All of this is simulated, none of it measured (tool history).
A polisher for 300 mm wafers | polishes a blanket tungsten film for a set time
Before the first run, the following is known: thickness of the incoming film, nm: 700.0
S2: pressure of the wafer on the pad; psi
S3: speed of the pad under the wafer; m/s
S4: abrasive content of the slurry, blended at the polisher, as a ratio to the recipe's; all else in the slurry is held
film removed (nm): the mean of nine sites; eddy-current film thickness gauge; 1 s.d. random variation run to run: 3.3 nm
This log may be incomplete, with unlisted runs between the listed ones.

Run 1, hour 0: flow of slurry (ml/min) 135, S2 2.4 psi, S3 1.02 m/s, S4 1, polishing time (s) 67. Result: film removed (nm) 185.47.
Run 2, hour 4.5: flow of slurry (ml/min) 135, S2 2.4 psi, S3 0.8 m/s, S4 1, polishing time (s) 67. Result: film removed (nm) 146.39.
Run 3, hour 8.5: flow of slurry (ml/min) 135, S2 2.7 psi, S3 0.82 m/s, S4 1, polishing time (s) 67. Result: film removed (nm) 164.15.
Run 4, hour 9.9: flow of slurry (ml/min) 135, S2 2.7 psi, S3 0.82 m/s, S4 1, polishing time (s) 67. Result: film removed (nm) 163.79.
Run 5, hour 12.4: flow of slurry (ml/min) 135, S2 2.9 psi, S3 0.86 m/s, S4 1, polishing time (s) 67. Result: film removed (nm) 184.49.
Run 6, hour 17: flow of slurry (ml/min) 115, S2 2.9 psi, S3 0.86 m/s, S4 1, polishing time (s) 67. Result: film removed (nm) 178.31.

Estimate the outcome of run 7 from the log above:
Run 7, hour 20.2: flow of slurry (ml/min) 120, S2 3.1 psi, S3 0.9 m/s, S4 1, polishing time (s) 67. Result: film removed (nm) ?.

{"run 7": {"film removed (nm)": 195.87}}

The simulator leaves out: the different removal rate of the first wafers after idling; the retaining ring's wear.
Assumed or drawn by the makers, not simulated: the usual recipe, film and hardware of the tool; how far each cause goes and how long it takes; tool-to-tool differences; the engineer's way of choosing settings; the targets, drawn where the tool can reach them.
